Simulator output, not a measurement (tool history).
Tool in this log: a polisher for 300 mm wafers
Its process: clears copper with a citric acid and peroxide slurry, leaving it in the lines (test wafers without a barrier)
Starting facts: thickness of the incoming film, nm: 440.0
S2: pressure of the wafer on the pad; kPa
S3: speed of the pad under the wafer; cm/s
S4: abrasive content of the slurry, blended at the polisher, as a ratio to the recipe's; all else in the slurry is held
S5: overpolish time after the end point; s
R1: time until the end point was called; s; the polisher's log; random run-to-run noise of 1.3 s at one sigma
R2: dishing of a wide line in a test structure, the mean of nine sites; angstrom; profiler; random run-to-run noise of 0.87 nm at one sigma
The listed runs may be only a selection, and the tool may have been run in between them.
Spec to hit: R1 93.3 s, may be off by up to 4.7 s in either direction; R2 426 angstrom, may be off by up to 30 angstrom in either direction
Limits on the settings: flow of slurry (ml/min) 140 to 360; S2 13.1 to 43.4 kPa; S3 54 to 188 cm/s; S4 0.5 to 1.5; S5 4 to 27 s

{"run": 1, "hour": 0.0, "flow of slurry (ml/min)": 230, "S2": 28.3, "S3": 120, "S4": 1, "S5": 14, "R1": 130.99, "R2": 321.18}
{"run": 2, "hour": 7.9, "flow of slurry (ml/min)": 230, "S2": 28.3, "S3": 90, "S4": 1, "S5": 14, "R1": 162.56, "R2": 259.68}
{"run": 3, "hour": 15.2, "flow of slurry (ml/min)": 230, "S2": 31, "S3": 92, "S4": 1, "S5": 14, "R1": 150.79, "R2": 281.26}
{"run": 4, "hour": 23.9, "flow of slurry (ml/min)": 230, "S2": 33.1, "S3": 96, "S4": 1, "S5": 14, "R1": 133.84, "R2": 309.03}
{"run": 5, "hour": 25.1, "flow of slurry (ml/min)": 175, "S2": 33.1, "S3": 96, "S4": 1, "S5": 14, "R1": 140.76, "R2": 280.71}
{"run": 6, "hour": 26.4, "flow of slurry (ml/min)": 140, "S2": 33.1, "S3": 96, "S4": 1, "S5": 14, "R1": 146.77, "R2": 283.11}
{"run": 7, "hour": 27.8, "flow of slurry (ml/min)": 150, "S2": 35.2, "S3": 98, "S4": 1, "S5": 14, "R1": 134.17, "R2": 311.17}
{"run": 8, "hour": 36.9, "flow of slurry (ml/min)": 160, "S2": 36.5, "S3": 100, "S4": 1, "S5": 14, "R1": 125.79, "R2": 310.2}
{"run": 9, "hour": 40.9, "flow of slurry (ml/min)": 160, "S2": 36.5, "S3": 100, "S4": 1, "S5": 14, "R1": 128.29, "R2": 320.45}
{"run": 10, "hour": 49.5, "flow of slurry (ml/min)": 165, "S2": 37.9, "S3": 102, "S4": 1, "S5": 14, "R1": 118.75, "R2": 343.51}
{"run": 11, "hour": 51.1, "flow of slurry (ml/min)": 175, "S2": 38.6, "S3": 102, "S4": 1, "S5": 14, "R1": 116.86, "R2": 348.23}
{"run": 12, "hour": 57.0, "flow of slurry (ml/min)": 180, "S2": 39.3, "S3": 104, "S4": 1, "S5": 14, "R1": 110.48, "R2": 362.71}
{"run": 13, "hour": 58.6, "flow of slurry (ml/min)": 190, "S2": 40, "S3": 104, "S4": 1, "S5": 14, "R1": 106.67, "R2": 365.69}

Which single option among these 4 for the next run brings every result within its allowed miss of target? Just one does.
{"run": "A", "hour": 60.2, "flow of slurry (ml/min)": 215, "S2": 40, "S3": 118, "S4": 1, "S5": 20, "R1": "?", "R2": "?"}
{"run": "B", "hour": 60.2, "flow of slurry (ml/min)": 185, "S2": 37.9, "S3": 106, "S4": 0.95, "S5": 17, "R1": "?", "R2": "?"}
{"run": "C", "hour": 60.2, "flow of slurry (ml/min)": 190, "S2": 43.4, "S3": 110, "S4": 1, "S5": 15, "R1": "?", "R2": "?"}
{"run": "D", "hour": 60.2, "flow of slurry (ml/min)": 195, "S2": 41.4, "S3": 116, "S4": 1, "S5": 13, "R1": "?", "R2": "?"}

move=A R1=94.111 R2=477.76
move=B R1=113.63 R2=390.63
move=C R1=94.629 R2=406.59
move=D R1=93.881 R2=372.65
A: puts the biggest miss on target and leaves a different result outside tolerance
B: its largest miss is bigger than the last run's
C: all results in spec
D: puts the biggest miss on target and leaves a different result outside tolerance
Go with C: it meets all targets.
